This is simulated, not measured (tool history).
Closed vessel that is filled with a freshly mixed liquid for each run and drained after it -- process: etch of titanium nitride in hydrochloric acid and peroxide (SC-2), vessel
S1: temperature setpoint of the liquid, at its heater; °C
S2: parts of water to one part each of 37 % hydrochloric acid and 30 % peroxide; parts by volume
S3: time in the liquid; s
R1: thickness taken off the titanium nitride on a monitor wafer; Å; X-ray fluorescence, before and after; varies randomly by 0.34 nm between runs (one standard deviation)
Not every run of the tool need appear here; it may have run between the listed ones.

run,hour,S1,S2,S3,R1
1,0,48,7,2510,723.55
2,8,48,7,2510,736.44
3,17.8,53.5,7,2510,1049.8
4,26.7,60.5,7,2510,1653.8
5,30.8,60.5,8,2510,1476.3
6,38.3,60.5,8,2705,1571.2
7,48,57,8,2705,1274.5
8,50.2,54,8,2705,1053
9,55.4,51.5,8,2705,894.45
10,63.8,49.5,8,2705,778.42
11,68.7,48,8,2705,701.88

Run 12 has not been measured yet. What should we expect?
12,72,46.5,8,2705,?

{"run 12": {"R1": 630.17}}

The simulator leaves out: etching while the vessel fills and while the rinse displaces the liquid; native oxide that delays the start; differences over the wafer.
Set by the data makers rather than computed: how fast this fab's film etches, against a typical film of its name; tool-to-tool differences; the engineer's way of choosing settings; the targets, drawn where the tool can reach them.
